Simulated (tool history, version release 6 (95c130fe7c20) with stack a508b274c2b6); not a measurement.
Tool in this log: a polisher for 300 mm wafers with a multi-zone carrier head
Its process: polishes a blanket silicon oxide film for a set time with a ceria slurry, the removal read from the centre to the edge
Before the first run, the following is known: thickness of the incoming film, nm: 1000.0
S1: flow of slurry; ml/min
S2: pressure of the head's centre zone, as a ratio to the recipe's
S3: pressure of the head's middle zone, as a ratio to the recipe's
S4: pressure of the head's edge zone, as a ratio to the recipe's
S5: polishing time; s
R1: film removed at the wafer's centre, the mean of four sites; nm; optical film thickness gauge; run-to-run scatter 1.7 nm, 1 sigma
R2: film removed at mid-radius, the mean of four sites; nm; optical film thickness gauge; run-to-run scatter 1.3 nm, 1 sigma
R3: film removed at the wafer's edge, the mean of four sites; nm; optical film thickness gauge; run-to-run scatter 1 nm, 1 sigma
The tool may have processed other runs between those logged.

{"run": 1, "hour": 0.0, "S1": 150, "S2": 1, "S3": 1, "S4": 1, "S5": 35, "R1": 151.98, "R2": 150.03, "R3": 154.25}
{"run": 2, "hour": 7.1, "S1": 150, "S2": 1, "S3": 1, "S4": 0.94, "S5": 35, "R1": 149.41, "R2": 153.73, "R3": 148.93}
{"run": 3, "hour": 11.7, "S1": 145, "S2": 1, "S3": 0.99, "S4": 0.93, "S5": 35, "R1": 143.88, "R2": 146.51, "R3": 146.68}
{"run": 4, "hour": 20.6, "S1": 145, "S2": 1.06, "S3": 0.99, "S4": 0.93, "S5": 35, "R1": 153.56, "R2": 147.83, "R3": 148.62}
{"run": 5, "hour": 26.1, "S1": 145, "S2": 1.06, "S3": 0.98, "S4": 0.92, "S5": 35, "R1": 153.35, "R2": 145, "R3": 148}
{"run": 6, "hour": 30.8, "S1": 145, "S2": 1.06, "S3": 0.98, "S4": 0.86, "S5": 35, "R1": 152.4, "R2": 146.21, "R3": 143.17}
{"run": 7, "hour": 33.2, "S1": 140, "S2": 1.05, "S3": 0.97, "S4": 0.86, "S5": 35, "R1": 148.95, "R2": 143.78, "R3": 142.71}

What will run 8 give?
{"run": 8, "hour": 38.7, "S1": 115, "S2": 1, "S3": 0.9, "S4": 0.82, "S5": 31, "R1": "?", "R2": "?", "R3": "?"}

R1: 116.71 nm
R2: 111.07 nm
R3: 117.25 nm

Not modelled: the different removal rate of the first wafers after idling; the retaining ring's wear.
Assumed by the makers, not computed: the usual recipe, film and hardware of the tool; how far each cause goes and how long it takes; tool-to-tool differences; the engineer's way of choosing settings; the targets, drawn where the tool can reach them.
